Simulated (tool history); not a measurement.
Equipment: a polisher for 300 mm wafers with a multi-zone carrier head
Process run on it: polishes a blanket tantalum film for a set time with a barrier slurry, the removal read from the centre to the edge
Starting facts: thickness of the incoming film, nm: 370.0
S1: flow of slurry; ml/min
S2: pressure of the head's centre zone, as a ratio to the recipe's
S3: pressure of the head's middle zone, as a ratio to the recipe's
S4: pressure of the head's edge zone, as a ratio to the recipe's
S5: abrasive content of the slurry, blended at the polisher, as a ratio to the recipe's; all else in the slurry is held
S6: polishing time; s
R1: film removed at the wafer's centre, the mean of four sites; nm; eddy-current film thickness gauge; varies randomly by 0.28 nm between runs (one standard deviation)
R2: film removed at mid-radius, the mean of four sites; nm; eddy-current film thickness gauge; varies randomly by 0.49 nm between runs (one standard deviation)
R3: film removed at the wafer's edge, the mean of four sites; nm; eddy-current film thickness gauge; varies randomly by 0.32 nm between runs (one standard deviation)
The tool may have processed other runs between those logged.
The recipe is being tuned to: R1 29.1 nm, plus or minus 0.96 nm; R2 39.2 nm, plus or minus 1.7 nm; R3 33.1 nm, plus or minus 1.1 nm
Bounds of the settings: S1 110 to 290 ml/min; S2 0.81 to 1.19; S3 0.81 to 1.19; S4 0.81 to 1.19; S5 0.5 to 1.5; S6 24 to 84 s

| run | day | S1 | S2 | S3 | S4 | S5 | S6 | R1 | R2 | R3 |
|---|---|---|---|---|---|---|---|---|---|---|
| 1 | 0 | 185 | 1 | 1 | 1 | 1 | 54 | 63.417 | 64.137 | 63.069 |
| 2 | 0.121 | 175 | 0.94 | 1.03 | 0.96 | 0.85 | 47 | 48.475 | 52.289 | 51.087 |
| 3 | 0.229 | 175 | 0.94 | 1.03 | 0.99 | 0.85 | 47 | 48.288 | 53.289 | 50.018 |
| 4 | 0.354 | 175 | 0.91 | 1.03 | 0.99 | 0.85 | 47 | 47.449 | 53.276 | 51.012 |
| 5 | 0.646 | 165 | 0.89 | 1.07 | 0.98 | 0.75 | 43 | 39.087 | 47.517 | 44.195 |
| 6 | 0.962 | 160 | 0.9 | 1.11 | 0.96 | 0.65 | 41 | 34.675 | 42.05 | 37.452 |
| 7 | 1.217 | 150 | 0.88 | 1.13 | 0.94 | 0.65 | 41 | 32.797 | 42.54 | 36.481 |
| 8 | 1.433 | 140 | 0.87 | 1.13 | 0.92 | 0.6 | 41 | 30.714 | 39.498 | 34.211 |
| 9 | 1.55 | 135 | 0.87 | 1.14 | 0.92 | 0.6 | 41 | 30.291 | 39.606 | 33.546 |
| 10 | 1.812 | 115 | 0.84 | 1.14 | 0.92 | 0.6 | 41 | 27.77 | 39.225 | 32.458 |

4 next moves are on the table. One of them brings every result within its allowed miss. Which?
| A | 2.075 | 165 | 0.86 | 1.09 | 0.91 | 0.55 | 38 | ? | ? | ? |
| B | 2.075 | 125 | 0.93 | 1.08 | 1.06 | 0.55 | 40 | ? | ? | ? |
| C | 2.075 | 135 | 0.95 | 1.05 | 0.93 | 0.7 | 36 | ? | ? | ? |
| D | 2.075 | 120 | 0.86 | 1.15 | 0.87 | 0.6 | 42 | ? | ? | ? |

| move | R1 | R2 | R3 |
|---|---|---|---|
| A | 27.106 | 34.148 | 30.339 |
| B | 28.705 | 33.432 | 32.835 |
| C | 31.645 | 35.129 | 32.994 |
| D | 29.306 | 39.051 | 33.159 |
A: further off than the last run
B: corrects the largest miss of the last run, while another result sits out of spec
C: pushes the last run's worst result past its target
D: every result lands within tolerance
D meets every target.

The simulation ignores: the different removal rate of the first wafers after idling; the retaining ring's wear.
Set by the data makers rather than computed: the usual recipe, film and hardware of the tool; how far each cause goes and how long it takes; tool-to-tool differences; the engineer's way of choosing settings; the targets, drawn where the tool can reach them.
